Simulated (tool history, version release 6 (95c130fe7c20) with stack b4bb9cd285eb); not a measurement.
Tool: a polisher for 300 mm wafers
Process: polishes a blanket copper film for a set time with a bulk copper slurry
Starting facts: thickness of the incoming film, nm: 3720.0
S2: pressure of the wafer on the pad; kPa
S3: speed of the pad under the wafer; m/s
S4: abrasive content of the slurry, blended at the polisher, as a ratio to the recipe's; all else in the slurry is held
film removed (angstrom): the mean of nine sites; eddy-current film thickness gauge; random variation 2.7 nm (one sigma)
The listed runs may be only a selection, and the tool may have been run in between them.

{"run": 1, "day": 0.0, "flow of slurry (ml/min)": 255, "S2": 20, "S3": 1.32, "S4": 1, "polishing time (s)": 67, "film removed (angstrom)": 10263}
{"run": 2, "day": 0.296, "flow of slurry (ml/min)": 295, "S2": 20, "S3": 1.32, "S4": 1, "polishing time (s)": 67, "film removed (angstrom)": 10262}
{"run": 3, "day": 0.475, "flow of slurry (ml/min)": 295, "S2": 17.9, "S3": 1.2, "S4": 1, "polishing time (s)": 67, "film removed (angstrom)": 8592.1}
{"run": 4, "day": 0.596, "flow of slurry (ml/min)": 295, "S2": 17.9, "S3": 1.2, "S4": 1.2, "polishing time (s)": 67, "film removed (angstrom)": 9003.6}
{"run": 5, "day": 0.683, "flow of slurry (ml/min)": 295, "S2": 17.9, "S3": 1.2, "S4": 1.2, "polishing time (s)": 61, "film removed (angstrom)": 7954.7}
{"run": 6, "day": 0.908, "flow of slurry (ml/min)": 295, "S2": 17.9, "S3": 1.2, "S4": 1.2, "polishing time (s)": 61, "film removed (angstrom)": 8044.4}
{"run": 7, "day": 1.242, "flow of slurry (ml/min)": 295, "S2": 15.9, "S3": 1.12, "S4": 1.2, "polishing time (s)": 61, "film removed (angstrom)": 6743.1}
{"run": 8, "day": 1.525, "flow of slurry (ml/min)": 270, "S2": 10.3, "S3": 0.84, "S4": 1.2, "polishing time (s)": 61, "film removed (angstrom)": 3381.9}
{"day": 1.592, "done": "head pressure recalibrated"}
{"run": 9, "day": 1.592, "flow of slurry (ml/min)": 285, "S2": 10.3, "S3": 0.84, "S4": 1.2, "polishing time (s)": 61, "film removed (angstrom)": 3247}
{"run": 10, "day": 1.788, "flow of slurry (ml/min)": 285, "S2": 11, "S3": 0.84, "S4": 1.2, "polishing time (s)": 61, "film removed (angstrom)": 3435.9}

Expected results for the next run?
{"run": 11, "day": 2.008, "flow of slurry (ml/min)": 285, "S2": 11.7, "S3": 0.84, "S4": 1.2, "polishing time (s)": 61, "film removed (angstrom)": "?"}

{"run 11": {"film removed (angstrom)": 3624.1}}
